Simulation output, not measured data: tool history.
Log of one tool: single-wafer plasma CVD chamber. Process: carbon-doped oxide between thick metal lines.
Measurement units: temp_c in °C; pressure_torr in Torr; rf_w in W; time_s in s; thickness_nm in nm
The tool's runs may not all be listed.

run,hour,temp_c,pressure_torr,rf_w,time_s,thickness_nm
1,0.0,370,4.55,410,184,800.87
2,1.7,371,4.37,400,184,777.36
3,3.4,371,4.37,400,184,778.50
4,11.9,376,4.37,400,184,761.25
5,20.2,370,4.37,400,184,782.71
6,23.1,372,4.20,395,184,761.86
7,24.3,374,4.03,390,184,747.29
8,30.6,378,3.12,345,183,648.25

Run 9 comes next. What will it give?
9,34.6,377,3.18,345,183,?

thickness_nm: 645.35 nm
